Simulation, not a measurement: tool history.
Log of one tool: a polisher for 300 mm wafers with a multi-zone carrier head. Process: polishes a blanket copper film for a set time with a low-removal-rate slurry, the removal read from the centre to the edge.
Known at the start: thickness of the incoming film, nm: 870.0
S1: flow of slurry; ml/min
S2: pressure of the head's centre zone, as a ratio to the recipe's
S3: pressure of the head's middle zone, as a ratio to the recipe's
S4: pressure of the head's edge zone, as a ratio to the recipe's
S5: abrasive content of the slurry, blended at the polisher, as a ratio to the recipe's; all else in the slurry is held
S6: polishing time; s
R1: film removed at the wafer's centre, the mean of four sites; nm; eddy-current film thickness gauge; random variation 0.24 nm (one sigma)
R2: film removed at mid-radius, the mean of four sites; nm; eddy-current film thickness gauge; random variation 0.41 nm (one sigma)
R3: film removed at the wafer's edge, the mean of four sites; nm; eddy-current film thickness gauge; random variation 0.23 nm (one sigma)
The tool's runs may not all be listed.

run 1 hour=0 | S1=275 S2=1 S3=1 S4=1 S5=1 S6=32 | R1=48.146 R2=48.981 R3=47.301
run 2 hour=3.4 | S1=275 S2=1 S3=1 S4=1 S5=1 S6=26 | R1=39.252 R2=40.074 R3=38.638
run 3 hour=9.8 | S1=275 S2=1 S3=1 S4=1 S5=1 S6=30 | R1=44.982 R2=45.301 R3=45.055
run 4 hour=14.3 | S1=270 S2=1.01 S3=0.95 S4=0.98 S5=0.85 S6=28 | R1=40.774 R2=38.275 R3=40.201
run 5 hour=22.9 | S1=270 S2=1.05 S3=0.95 S4=0.98 S5=0.85 S6=28 | R1=41.873 R2=39.639 R3=39.176
run 6 hour=27.8 | S1=270 S2=1.05 S3=0.95 S4=0.98 S5=0.85 S6=35 | R1=52.847 R2=46.871 R3=49.388
run 7 hour=32.6 | S1=265 S2=1.05 S3=0.92 S4=0.95 S5=0.75 S6=32 | R1=47.387 R2=40.84 R3=44.334
run 8 hour=37.3 | S1=265 S2=1.06 S3=0.91 S4=0.94 S5=0.7 S6=29 | R1=42.386 R2=36.348 R3=38.281
run 9 hour=38 | S1=260 S2=1.05 S3=0.89 S4=0.92 S5=0.65 S6=28 | R1=39.78 R2=34.983 R3=36.63
run 10 hour=41 | S1=255 S2=1.05 S3=0.87 S4=0.92 S5=0.6 S6=27 | R1=37.537 R2=33.392 R3=34.518

Forecast run 11:
run 11 hour=43.7 | S1=270 S2=1.06 S3=0.85 S4=0.95 S5=0.55 S6=26 | R1=? R2=? R3=?

R1: 35.761 nm
R2: 30.508 nm
R3: 33.522 nm
